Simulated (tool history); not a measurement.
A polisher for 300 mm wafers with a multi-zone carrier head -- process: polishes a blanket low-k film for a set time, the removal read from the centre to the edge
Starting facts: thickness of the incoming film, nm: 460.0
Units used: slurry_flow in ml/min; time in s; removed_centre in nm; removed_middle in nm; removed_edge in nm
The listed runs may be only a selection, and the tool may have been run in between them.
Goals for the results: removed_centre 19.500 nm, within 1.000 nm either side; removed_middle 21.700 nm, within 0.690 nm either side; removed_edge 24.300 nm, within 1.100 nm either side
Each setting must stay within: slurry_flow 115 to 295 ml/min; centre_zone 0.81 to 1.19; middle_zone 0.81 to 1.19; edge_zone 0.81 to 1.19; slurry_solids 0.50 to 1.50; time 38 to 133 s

| run | day | slurry_flow | centre_zone | middle_zone | edge_zone | slurry_solids | time | removed_centre | removed_middle | removed_edge |
|---|---|---|---|---|---|---|---|---|---|---|
| 1 | 0.000 | 190 | 1.00 | 1.00 | 1.00 | 1.00 | 85 | 48.475 | 43.380 | 46.289 |
| 2 | 0.200 | 190 | 1.00 | 1.00 | 1.00 | 1.00 | 70 | 40.869 | 36.220 | 37.490 |
| 3 | 0.400 | 190 | 1.00 | 1.00 | 0.95 | 1.00 | 70 | 39.197 | 35.983 | 36.525 |
| 4 | 0.717 | 190 | 1.00 | 1.00 | 0.99 | 1.00 | 70 | 40.256 | 36.060 | 36.583 |
| 5 | 0.988 | 145 | 1.00 | 1.00 | 0.99 | 1.00 | 70 | 39.008 | 35.113 | 35.649 |
| 6 | 1.200 | 150 | 0.95 | 0.96 | 0.95 | 0.85 | 67 | 31.916 | 28.855 | 30.312 |
| 7 | 1.325 | 155 | 0.91 | 0.96 | 0.96 | 0.75 | 65 | 27.542 | 25.860 | 26.559 |
|  | 1.654 | centre zone pressure recalibrated |
| 8 | 1.654 | 145 | 0.88 | 0.97 | 1.03 | 0.70 | 64 | 21.215 | 23.825 | 25.513 |
| 9 | 1.858 | 140 | 0.87 | 0.95 | 1.03 | 0.70 | 64 | 21.037 | 23.242 | 25.488 |
| 10 | 2.208 | 135 | 0.86 | 0.94 | 1.03 | 0.70 | 64 | 20.304 | 22.681 | 24.856 |
| 11 | 2.288 | 130 | 0.86 | 0.93 | 1.03 | 0.70 | 64 | 20.785 | 22.677 | 24.737 |
| 12 | 2.654 | 130 | 0.85 | 0.92 | 1.03 | 0.70 | 64 | 19.682 | 22.788 | 25.292 |
| 13 | 2.912 | 130 | 0.85 | 0.91 | 1.03 | 0.70 | 64 | 20.115 | 22.483 | 25.203 |
| 14 | 3.033 | 125 | 0.84 | 0.89 | 1.00 | 0.65 | 64 | 18.474 | 20.589 | 23.079 |

Exactly one of the 4 candidate moves below puts every result within its allowed miss. Which one?
| A | 3.154 | 130 | 0.88 | 1.07 | 0.81 | 0.60 | 70 | ? | ? | ? |
| B | 3.154 | 120 | 0.84 | 0.90 | 1.00 | 0.65 | 68 | ? | ? | ? |
| C | 3.154 | 155 | 0.88 | 0.98 | 0.90 | 0.70 | 57 | ? | ? | ? |
| D | 3.154 | 145 | 0.98 | 0.91 | 0.84 | 0.60 | 63 | ? | ? | ? |

| move | removed_centre | removed_middle | removed_edge |
|---|---|---|---|
| A | 19.655 | 23.649 | 20.696 |
| B | 19.615 | 21.902 | 24.020 |
| C | 19.235 | 21.664 | 21.074 |
| D | 20.011 | 19.205 | 19.152 |
A: carries the result that was furthest off beyond its target, to the other side
B: each result inside its tolerance
C: gets the furthest-off result to its target, but another result is out of tolerance
D: the biggest miss grows against the last run
B meets every target.

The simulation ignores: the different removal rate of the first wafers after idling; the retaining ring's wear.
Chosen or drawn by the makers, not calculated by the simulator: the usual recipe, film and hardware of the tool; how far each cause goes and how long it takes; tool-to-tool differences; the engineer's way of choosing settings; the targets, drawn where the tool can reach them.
